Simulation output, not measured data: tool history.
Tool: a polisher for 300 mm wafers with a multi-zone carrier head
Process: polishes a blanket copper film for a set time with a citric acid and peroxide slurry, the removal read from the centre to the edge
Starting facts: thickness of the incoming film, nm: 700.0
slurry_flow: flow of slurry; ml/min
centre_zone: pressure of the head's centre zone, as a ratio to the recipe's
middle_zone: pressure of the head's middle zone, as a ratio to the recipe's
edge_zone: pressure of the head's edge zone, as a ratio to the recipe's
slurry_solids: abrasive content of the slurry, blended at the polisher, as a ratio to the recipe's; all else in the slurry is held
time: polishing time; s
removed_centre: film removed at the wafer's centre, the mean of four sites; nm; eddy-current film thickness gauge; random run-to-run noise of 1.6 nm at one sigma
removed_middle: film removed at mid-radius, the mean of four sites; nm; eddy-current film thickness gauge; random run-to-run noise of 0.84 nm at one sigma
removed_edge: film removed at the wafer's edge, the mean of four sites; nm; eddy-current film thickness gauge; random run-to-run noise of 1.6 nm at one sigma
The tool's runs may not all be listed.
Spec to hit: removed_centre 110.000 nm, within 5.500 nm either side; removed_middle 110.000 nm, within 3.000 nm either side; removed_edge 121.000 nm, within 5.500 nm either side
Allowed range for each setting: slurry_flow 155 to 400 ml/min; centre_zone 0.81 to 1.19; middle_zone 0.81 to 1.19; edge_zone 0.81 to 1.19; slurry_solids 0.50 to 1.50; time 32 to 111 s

Run 1, hour 0.0: slurry_flow 255 ml/min, centre_zone 1.00, middle_zone 1.00, edge_zone 1.00, slurry_solids 1.00, time 71 s. Result: removed_centre 90.515 nm, removed_middle 90.025 nm, removed_edge 89.704 nm.
Run 2, hour 7.1: slurry_flow 310 ml/min, centre_zone 1.00, middle_zone 1.00, edge_zone 1.00, slurry_solids 1.00, time 71 s. Result: removed_centre 93.581 nm, removed_middle 91.420 nm, removed_edge 93.508 nm.
Run 3, hour 10.8: slurry_flow 315 ml/min, centre_zone 1.00, middle_zone 1.00, edge_zone 1.02, slurry_solids 1.05, time 71 s. Result: removed_centre 95.036 nm, removed_middle 92.319 nm, removed_edge 93.905 nm.
Run 4, hour 13.7: slurry_flow 315 ml/min, centre_zone 1.00, middle_zone 1.00, edge_zone 1.02, slurry_solids 0.85, time 71 s. Result: removed_centre 91.926 nm, removed_middle 88.133 nm, removed_edge 87.832 nm.
Run 5, hour 21.5: slurry_flow 315 ml/min, centre_zone 1.06, middle_zone 1.00, edge_zone 1.02, slurry_solids 0.85, time 71 s. Result: removed_centre 96.531 nm, removed_middle 88.172 nm, removed_edge 87.977 nm.
Run 6, hour 28.3: slurry_flow 355 ml/min, centre_zone 1.06, middle_zone 1.00, edge_zone 1.02, slurry_solids 0.85, time 71 s. Result: removed_centre 97.409 nm, removed_middle 90.182 nm, removed_edge 88.648 nm.
Run 7, hour 37.1: slurry_flow 350 ml/min, centre_zone 1.05, middle_zone 1.00, edge_zone 1.03, slurry_solids 0.90, time 72 s. Result: removed_centre 100.060 nm, removed_middle 90.628 nm, removed_edge 94.292 nm.
Run 8, hour 41.6: slurry_flow 350 ml/min, centre_zone 1.05, middle_zone 1.01, edge_zone 1.04, slurry_solids 0.95, time 72 s. Result: removed_centre 99.734 nm, removed_middle 92.551 nm, removed_edge 93.627 nm.
Run 9, hour 48.1: slurry_flow 350 ml/min, centre_zone 1.04, middle_zone 1.01, edge_zone 1.04, slurry_solids 1.00, time 73 s. Result: removed_centre 102.320 nm, removed_middle 97.152 nm, removed_edge 98.085 nm.
Run 10, hour 54.5: slurry_flow 350 ml/min, centre_zone 1.04, middle_zone 1.01, edge_zone 1.05, slurry_solids 1.05, time 73 s. Result: removed_centre 99.315 nm, removed_middle 96.934 nm, removed_edge 96.897 nm.
Run 11, hour 61.3: slurry_flow 350 ml/min, centre_zone 1.04, middle_zone 1.00, edge_zone 1.05, slurry_solids 1.10, time 74 s. Result: removed_centre 103.630 nm, removed_middle 98.359 nm, removed_edge 100.630 nm.

Which one of the following 5 next-run settings gets every result inside its allowed miss? There is exactly one.
Run A, hour 68.1: slurry_flow 375 ml/min, centre_zone 0.94, middle_zone 0.96, edge_zone 1.14, slurry_solids 1.30, time 82 s. Result: removed_centre ?, removed_middle ?, removed_edge ?.
Run B, hour 68.1: slurry_flow 350 ml/min, centre_zone 1.10, middle_zone 0.84, edge_zone 1.19, slurry_solids 1.25, time 73 s. Result: removed_centre ?, removed_middle ?, removed_edge ?.
Run C, hour 68.1: slurry_flow 350 ml/min, centre_zone 1.15, middle_zone 0.92, edge_zone 1.03, slurry_solids 1.00, time 71 s. Result: removed_centre ?, removed_middle ?, removed_edge ?.
Run D, hour 68.1: slurry_flow 380 ml/min, centre_zone 1.13, middle_zone 1.09, edge_zone 0.96, slurry_solids 1.00, time 66 s. Result: removed_centre ?, removed_middle ?, removed_edge ?.
Run E, hour 68.1: slurry_flow 320 ml/min, centre_zone 0.85, middle_zone 0.88, edge_zone 1.19, slurry_solids 1.40, time 89 s. Result: removed_centre ?, removed_middle ?, removed_edge ?.

move  removed_centre  removed_middle  removed_edge
   A         111.760         110.530       117.950
   B         114.760          86.758       106.170
   C         111.430          86.797        91.467
   D         102.670          93.762        82.440
   E         109.590         111.840       131.730
A: every result lands within tolerance
B: the biggest miss grows against the last run
C: the biggest miss grows against the last run
D: the biggest miss grows against the last run
E: brings the result that was furthest off to its target, and leaves another outside
Move A is the one to make.
